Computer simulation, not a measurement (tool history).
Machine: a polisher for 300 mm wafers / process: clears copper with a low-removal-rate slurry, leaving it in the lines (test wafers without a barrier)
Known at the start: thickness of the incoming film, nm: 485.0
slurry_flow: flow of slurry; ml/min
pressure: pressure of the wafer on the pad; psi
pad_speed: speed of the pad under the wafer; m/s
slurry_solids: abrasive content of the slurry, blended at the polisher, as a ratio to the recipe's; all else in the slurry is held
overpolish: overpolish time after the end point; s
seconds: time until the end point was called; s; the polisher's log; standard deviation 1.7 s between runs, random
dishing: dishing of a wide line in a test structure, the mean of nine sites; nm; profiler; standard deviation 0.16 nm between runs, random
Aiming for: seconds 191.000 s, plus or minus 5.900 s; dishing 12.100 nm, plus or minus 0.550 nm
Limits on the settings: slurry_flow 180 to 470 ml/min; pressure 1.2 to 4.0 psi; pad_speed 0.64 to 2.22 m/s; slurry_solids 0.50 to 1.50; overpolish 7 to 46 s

| run | hour | slurry_flow | pressure | pad_speed | slurry_solids | overpolish | seconds | dishing |
|---|---|---|---|---|---|---|---|---|
| 1 | 0.0 | 300 | 2.6 | 1.42 | 1.00 | 24 | 109.880 | 48.611 |
| 2 | 7.2 | 300 | 2.3 | 1.38 | 1.00 | 21 | 127.850 | 40.395 |
| 3 | 8.0 | 300 | 2.3 | 1.38 | 1.00 | 28 | 131.210 | 47.805 |
| 4 | 13.4 | 300 | 2.3 | 1.64 | 1.00 | 28 | 109.910 | 52.638 |
| 5 | 22.1 | 300 | 2.7 | 1.64 | 1.00 | 28 | 94.789 | 58.989 |
| 6 | 23.7 | 285 | 2.4 | 1.58 | 0.90 | 24 | 113.280 | 46.895 |
| 7 | 28.0 | 265 | 2.2 | 1.56 | 0.80 | 21 | 131.020 | 40.805 |
| 8 | 35.7 | 265 | 2.2 | 1.56 | 0.80 | 21 | 130.110 | 41.366 |
| 9 | 36.8 | 305 | 2.0 | 1.42 | 0.95 | 18 | 147.110 | 33.694 |
| 10 | 41.0 | 305 | 2.0 | 1.42 | 0.95 | 18 | 146.220 | 33.263 |
| 11 | 44.1 | 340 | 1.8 | 1.36 | 1.05 | 16 | 161.680 | 27.573 |
| 12 | 52.8 | 365 | 1.7 | 1.34 | 1.15 | 14 | 167.710 | 23.991 |
| 13 | 60.4 | 385 | 1.6 | 1.32 | 1.20 | 13 | 177.690 | 21.972 |
| 14 | 66.3 | 400 | 1.5 | 1.32 | 1.25 | 12 | 182.560 | 19.758 |
| 15 | 75.1 | 415 | 1.4 | 1.32 | 1.30 | 11 | 194.540 | 17.467 |
| 16 | 81.4 | 425 | 1.4 | 1.34 | 1.35 | 10 | 190.610 | 16.167 |
| 17 | 83.9 | 435 | 1.4 | 1.36 | 1.40 | 9 | 183.370 | 14.986 |
| 18 | 92.0 | 440 | 1.4 | 1.36 | 1.40 | 9 | 187.100 | 14.922 |
| 19 | 93.5 | 445 | 1.4 | 1.38 | 1.40 | 9 | 183.450 | 15.099 |
| 20 | 97.1 | 450 | 1.4 | 1.38 | 1.40 | 9 | 182.800 | 15.598 |
| 21 | 104.3 | 455 | 1.4 | 1.38 | 1.40 | 9 | 183.080 | 15.322 |

4 candidate next runs follow, results not yet known. Just one meets every target within its allowed miss. Identify it.
| A | 111.5 | 470 | 1.5 | 1.22 | 1.50 | 7 | ? | ? |
| B | 111.5 | 470 | 1.4 | 1.42 | 1.45 | 7 | ? | ? |
| C | 111.5 | 410 | 1.3 | 1.50 | 1.50 | 7 | ? | ? |
| D | 111.5 | 445 | 1.3 | 1.58 | 1.50 | 7 | ? | ? |

| move | seconds | dishing |
|---|---|---|
| A | 188.150 | 11.779 |
| B | 175.160 | 12.539 |
| C | 177.720 | 12.348 |
| D | 168.160 | 12.973 |
A: all results land within tolerance of their targets
B: puts the biggest miss on target and leaves a different result outside tolerance
C: puts the biggest miss on target and leaves a different result outside tolerance
D: nearer than the last run, and not there yet
Move A is the one to make.
